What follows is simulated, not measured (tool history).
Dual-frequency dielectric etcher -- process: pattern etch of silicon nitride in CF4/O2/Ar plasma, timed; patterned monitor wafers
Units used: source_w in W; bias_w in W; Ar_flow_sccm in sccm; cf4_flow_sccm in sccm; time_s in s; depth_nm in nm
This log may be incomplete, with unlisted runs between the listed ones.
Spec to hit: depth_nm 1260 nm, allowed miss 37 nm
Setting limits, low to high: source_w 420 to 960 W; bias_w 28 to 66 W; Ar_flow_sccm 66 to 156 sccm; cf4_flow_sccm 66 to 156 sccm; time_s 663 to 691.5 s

run	hour	source_w	bias_w	Ar_flow_sccm	cf4_flow_sccm	time_s	depth_nm
1	0	690	47	111	111	663	1448.3
2	0.7	690	47	121	111	663	1422.5
3	7.4	690	47	121	111	663	1420.4
4	9.8	690	47	121	111	691.5	1483.8
5	12.3	690	47	121	95	691.5	1432.4
6	13.7	650	47	121	95	691.5	1356.8
7	20.3	640	47	121	95	691.5	1337.1
8	24.6	630	47	121	95	691.5	1318.1

Next run, 4 choices. One meets every target within its allowed miss, the rest don't. Which?
A	28.9	630	50	125	92	663	?
B	28.9	700	46	114	92	671	?
C	28.9	700	45	120	98	672	?
D	28.9	550	62	95	102	691.5	?

move	depth_nm
A	1265.1
B	1408.1
C	1406
D	1310.3
A: meets every target
B: moves away from the targets compared with the last run
C: moves away from the targets compared with the last run
D: nearer the targets than the last run, but a result is still out of spec
The move that meets every target is A.
